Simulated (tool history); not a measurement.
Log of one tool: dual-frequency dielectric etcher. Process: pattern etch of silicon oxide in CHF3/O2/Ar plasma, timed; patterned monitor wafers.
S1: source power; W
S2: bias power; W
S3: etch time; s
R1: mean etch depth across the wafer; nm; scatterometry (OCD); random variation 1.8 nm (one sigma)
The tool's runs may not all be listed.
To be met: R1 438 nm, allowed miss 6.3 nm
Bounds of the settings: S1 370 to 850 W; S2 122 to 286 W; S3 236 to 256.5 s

run,hour,S1,S2,S3,R1
1,0,610,204,256.5,527.14
2,3.3,610,178,256.5,498.52
3,4.5,610,178,256.5,499.09
4,7.7,590,177,256.5,489.47
5,8.4,570,177,256.5,484.25
6,13.4,550,176,256.5,477.4
7,16,540,176,256.5,472.46
8,17.3,530,176,256.5,468.71
9,22.1,520,176,256.5,467.77
10,29.8,510,176,256.5,462.17
11,34.1,500,176,256.5,454.52
12,40.6,480,175,256.5,450.97

4 next moves are on the table. One of them brings every result within its allowed miss. Which?
A,47.1,490,164,247,?
B,47.1,470,189,256.5,?
C,47.1,430,178,256.5,?
D,47.1,470,173,254.5,?

move,R1
A,424.91
B,456.95
C,429.46
D,438.51
A: takes the result that was furthest off past its target
B: further off than the last run
C: takes the result that was furthest off past its target
D: meets every target
Answer: D

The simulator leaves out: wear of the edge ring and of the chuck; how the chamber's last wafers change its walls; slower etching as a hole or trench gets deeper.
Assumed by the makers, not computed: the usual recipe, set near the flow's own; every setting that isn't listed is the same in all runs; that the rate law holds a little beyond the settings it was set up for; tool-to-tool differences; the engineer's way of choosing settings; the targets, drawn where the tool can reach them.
